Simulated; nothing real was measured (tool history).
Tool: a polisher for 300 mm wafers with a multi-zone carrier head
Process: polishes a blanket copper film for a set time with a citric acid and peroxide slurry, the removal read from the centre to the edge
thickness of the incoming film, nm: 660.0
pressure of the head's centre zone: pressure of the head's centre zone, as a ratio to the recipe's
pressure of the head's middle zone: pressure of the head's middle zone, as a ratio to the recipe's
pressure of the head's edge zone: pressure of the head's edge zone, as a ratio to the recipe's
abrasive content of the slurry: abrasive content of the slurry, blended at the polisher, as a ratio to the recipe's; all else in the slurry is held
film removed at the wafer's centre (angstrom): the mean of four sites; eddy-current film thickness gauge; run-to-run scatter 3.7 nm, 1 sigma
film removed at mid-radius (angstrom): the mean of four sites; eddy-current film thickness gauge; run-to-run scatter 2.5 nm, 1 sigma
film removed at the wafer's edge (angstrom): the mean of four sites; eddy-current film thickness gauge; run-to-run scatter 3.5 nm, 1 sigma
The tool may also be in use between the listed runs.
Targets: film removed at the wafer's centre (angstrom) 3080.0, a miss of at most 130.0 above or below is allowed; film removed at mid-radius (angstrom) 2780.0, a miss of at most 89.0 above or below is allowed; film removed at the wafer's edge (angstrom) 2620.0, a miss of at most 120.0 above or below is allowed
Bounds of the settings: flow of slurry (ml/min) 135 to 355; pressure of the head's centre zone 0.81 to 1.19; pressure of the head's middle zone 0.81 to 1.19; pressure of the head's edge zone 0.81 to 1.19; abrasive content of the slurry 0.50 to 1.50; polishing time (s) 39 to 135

run  hour  flow of slurry (ml/min)  pressure of the head's centre zone  pressure of the head's middle zone  pressure of the head's edge zone  abrasive content of the slurry  polishing time (s)  film removed at the wafer's centre (angstrom)  film removed at mid-radius (angstrom)  film removed at the wafer's edge (angstrom)
  1   0.0                      225                                1.00                                1.00                              1.00                            1.00                  87                                         2067.0                                 2127.7                                       2173.2
  2   1.0                      225                                1.03                                1.00                              1.00                            1.00                  87                                         2178.2                                 2115.0                                       2190.6
  3   6.7                      240                                1.08                                1.05                              1.02                            1.10                  88                                         2359.9                                 2331.0                                       2277.9
  4  12.9                      250                                1.12                                1.05                              1.02                            1.20                  90                                         2526.4                                 2433.3                                       2418.3
  5  18.2                      250                                1.08                                1.05                              1.02                            1.20                  90                                         2464.3                                 2416.8                                       2370.2
     21.5  -- worn pad replaced by a new one
  6  21.5                      265                                1.12                                1.06                              1.01                            1.30                  91                                         2808.8                                 2722.1                                       2627.4
  7  27.8                      275                                1.14                                1.06                              0.99                            1.25                  91                                         2824.2                                 2705.2                                       2533.6
  8  34.7                      285                                1.16                                1.05                              0.99                            1.25                  91                                         2948.9                                 2713.8                                       2573.9
  9  41.3                      290                                1.16                                1.05                              0.99                            1.25                  91                                         2906.5                                 2684.4                                       2627.3

Consider the 4 candidate settings below. Which is the only one whose results all fall within their allowed miss of target?
  A  47.9                      340                                1.05                                0.96                              1.19                            1.40                  89                                              ?                                      ?                                            ?
  B  47.9                      300                                1.08                                1.07                              0.81                            1.15                 103                                              ?                                      ?                                            ?
  C  47.9                      345                                1.14                                0.99                              1.06                            1.15                  94                                              ?                                      ?                                            ?
  D  47.9                      285                                1.18                                1.05                              0.92                            1.20                  95                                              ?                                      ?                                            ?

move  film removed at the wafer's centre (angstrom)  film removed at mid-radius (angstrom)  film removed at the wafer's edge (angstrom)
   A                                         2757.8                                 2550.5                                       2922.8
   B                                         3082.9                                 3041.7                                       2646.6
   C                                         3008.0                                 2630.3                                       2767.4
   D                                         3120.1                                 2775.3                                       2604.1
A: the biggest miss grows against the last run
B: brings the result that was furthest off to its target, and leaves another outside
C: brings the result that was furthest off to its target, and leaves another outside
D: meets every target
D meets every target.
